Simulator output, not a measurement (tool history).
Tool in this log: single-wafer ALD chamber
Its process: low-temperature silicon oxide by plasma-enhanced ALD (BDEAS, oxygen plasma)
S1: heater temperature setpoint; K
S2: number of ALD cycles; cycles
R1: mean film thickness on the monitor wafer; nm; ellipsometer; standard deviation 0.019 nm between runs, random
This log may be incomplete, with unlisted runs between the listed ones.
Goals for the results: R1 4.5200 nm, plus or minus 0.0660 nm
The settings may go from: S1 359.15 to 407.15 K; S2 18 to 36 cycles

| run | hour | S1 | S2 | R1 |
|---|---|---|---|---|
| 1 | 0.0 | 383.15 | 27 | 3.5846 |
| 2 | 7.2 | 387.15 | 27 | 3.5568 |
| 3 | 8.5 | 386.15 | 28 | 3.6973 |
| 4 | 15.5 | 380.15 | 28 | 3.7784 |
| 5 | 20.9 | 380.15 | 29 | 3.8704 |
| 6 | 26.0 | 387.15 | 29 | 3.8258 |
| 7 | 33.3 | 385.15 | 29 | 3.8231 |
| 8 | 36.1 | 383.15 | 29 | 3.8662 |
| 9 | 43.3 | 381.15 | 29 | 3.8499 |
| 10 | 48.9 | 380.15 | 30 | 4.0179 |
| 11 | 57.7 | 379.15 | 30 | 4.0128 |
| 12 | 65.8 | 378.15 | 30 | 4.0142 |
| 13 | 68.2 | 377.15 | 30 | 4.0295 |
| 14 | 74.0 | 376.15 | 30 | 4.0570 |
| 15 | 76.6 | 375.15 | 30 | 4.0500 |
| 16 | 80.0 | 374.15 | 30 | 4.0635 |
| 17 | 86.0 | 373.15 | 30 | 4.0598 |

4 next moves are on the table. One of them brings every result within its allowed miss. Which?
| A | 92.0 | 382.15 | 36 | ? |
| B | 92.0 | 378.15 | 36 | ? |
| C | 92.0 | 371.15 | 33 | ? |
| D | 92.0 | 369.15 | 31 | ? |

| move | R1 |
|---|---|
| A | 4.8260 |
| B | 4.8622 |
| C | 4.5336 |
| D | 4.2900 |
A: moves the result that the last run missed by most past its target, out the other side
B: moves the result that the last run missed by most past its target, out the other side
C: every result within its allowed miss
D: an improvement on the last run, though not all results are within tolerance
C meets every target.
